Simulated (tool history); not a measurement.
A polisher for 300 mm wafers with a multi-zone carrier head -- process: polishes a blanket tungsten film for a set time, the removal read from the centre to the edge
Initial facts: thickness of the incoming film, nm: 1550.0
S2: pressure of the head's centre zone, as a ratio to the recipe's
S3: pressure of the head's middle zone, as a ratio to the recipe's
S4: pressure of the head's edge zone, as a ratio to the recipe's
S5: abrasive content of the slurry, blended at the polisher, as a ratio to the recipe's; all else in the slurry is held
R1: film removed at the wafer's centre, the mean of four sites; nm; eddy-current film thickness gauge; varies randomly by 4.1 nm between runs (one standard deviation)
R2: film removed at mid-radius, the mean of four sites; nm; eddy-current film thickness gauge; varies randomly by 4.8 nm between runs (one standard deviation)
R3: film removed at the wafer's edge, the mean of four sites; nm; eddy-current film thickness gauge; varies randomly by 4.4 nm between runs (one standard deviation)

run 1 hour=0.0 | flow_of_slurry_(ml/min)=160 S2=1.00 S3=1.00 S4=1.00 S5=1.00 polishing_time_(s)=66 | R1=417.28 R2=409.20 R3=401.17
run 2 hour=7.0 | flow_of_slurry_(ml/min)=155 S2=0.98 S3=1.01 S4=0.96 S5=0.95 polishing_time_(s)=66 | R1=388.70 R2=401.03 R3=401.24
run 3 hour=13.5 | flow_of_slurry_(ml/min)=155 S2=0.98 S3=1.01 S4=0.96 S5=0.95 polishing_time_(s)=50 | R1=307.11 R2=318.55 R3=305.85
run 4 hour=17.6 | flow_of_slurry_(ml/min)=165 S2=0.98 S3=1.03 S4=0.97 S5=1.00 polishing_time_(s)=50 | R1=305.29 R2=322.01 R3=306.18
run 5 hour=23.6 | flow_of_slurry_(ml/min)=165 S2=1.02 S3=1.03 S4=0.97 S5=1.00 polishing_time_(s)=50 | R1=319.02 R2=327.28 R3=302.26
run 6 hour=24.5 | flow_of_slurry_(ml/min)=165 S2=1.02 S3=1.03 S4=0.97 S5=0.85 polishing_time_(s)=50 | R1=305.16 R2=310.87 R3=292.12
run 7 hour=31.5 | flow_of_slurry_(ml/min)=165 S2=1.01 S3=1.05 S4=0.97 S5=0.95 polishing_time_(s)=51 | R1=326.18 R2=330.90 R3=309.24
run 8 hour=37.5 | flow_of_slurry_(ml/min)=170 S2=0.99 S3=1.08 S4=0.96 S5=1.00 polishing_time_(s)=51 | R1=319.77 R2=335.41 R3=309.80

Run 9 is up next; what results do you expect?
run 9 hour=41.3 | flow_of_slurry_(ml/min)=170 S2=0.98 S3=1.10 S4=0.95 S5=1.05 polishing_time_(s)=51 | R1=? R2=? R3=?

For run 9 the tool returned R1 312.41 nm, R2 345.15 nm, R3 312.55 nm.
